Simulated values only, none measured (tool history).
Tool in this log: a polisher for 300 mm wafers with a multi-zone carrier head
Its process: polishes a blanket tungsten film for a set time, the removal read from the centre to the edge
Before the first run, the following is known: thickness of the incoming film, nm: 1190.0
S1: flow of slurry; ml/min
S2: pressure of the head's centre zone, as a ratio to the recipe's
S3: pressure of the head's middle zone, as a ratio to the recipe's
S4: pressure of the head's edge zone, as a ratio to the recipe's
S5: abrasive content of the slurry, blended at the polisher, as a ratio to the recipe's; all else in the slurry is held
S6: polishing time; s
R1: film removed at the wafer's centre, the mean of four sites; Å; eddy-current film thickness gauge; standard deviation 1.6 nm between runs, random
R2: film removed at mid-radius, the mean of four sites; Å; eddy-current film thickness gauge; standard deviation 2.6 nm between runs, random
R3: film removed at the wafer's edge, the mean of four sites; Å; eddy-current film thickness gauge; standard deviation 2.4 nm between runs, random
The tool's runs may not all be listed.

run	hour	S1	S2	S3	S4	S5	S6	R1	R2	R3
1	0	130	1	1	1	1	59	3850.8	3921.8	3855.5
2	6.4	130	1	1	1	0.8	59	3692.9	3637.7	3657.2
3	9.7	150	1	1	1	0.8	59	3772.6	3757.4	3766.9
4	18.6	170	1	1	1	0.8	59	3845.3	3788	3688.1
5	22.6	175	0.99	0.99	0.99	0.75	55	3550.1	3516.1	3482.9
6	29.1	170	0.99	0.99	0.97	0.7	51	3203.3	3209.7	3156.1

Run 7 has not been measured yet. What should we expect?
7	37.8	170	0.99	0.98	0.96	0.65	48	?	?	?

R1: 2935.6 Å
R2: 2888.3 Å
R3: 2984.5 Å
